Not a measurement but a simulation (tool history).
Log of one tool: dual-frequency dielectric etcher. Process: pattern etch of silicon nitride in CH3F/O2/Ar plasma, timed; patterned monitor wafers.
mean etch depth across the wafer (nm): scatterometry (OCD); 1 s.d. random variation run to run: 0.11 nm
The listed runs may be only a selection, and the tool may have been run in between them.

| run | hour | source power (W) | bias power (W) | etch time (s) | mean etch depth across the wafer (nm) |
|---|---|---|---|---|---|
| 1 | 0.0 | 540 | 77 | 34.5 | 27.643 |
| 2 | 3.0 | 510 | 76 | 34.5 | 26.722 |
| 3 | 6.2 | 490 | 76 | 34.5 | 26.034 |
| 4 | 14.7 | 480 | 76 | 34.5 | 25.828 |
| 5 | 17.5 | 520 | 76 | 34.5 | 26.636 |
| 6 | 22.2 | 520 | 76 | 34.5 | 26.867 |
| 7 | 28.9 | 500 | 76 | 34.5 | 26.240 |
| 8 | 36.7 | 490 | 76 | 34.5 | 25.893 |

Estimate the outcome of run 9 from the log above:
| 9 | 39.6 | 480 | 76 | 34.5 | ? |

{"run 9": {"mean etch depth across the wafer (nm)": 25.65}}
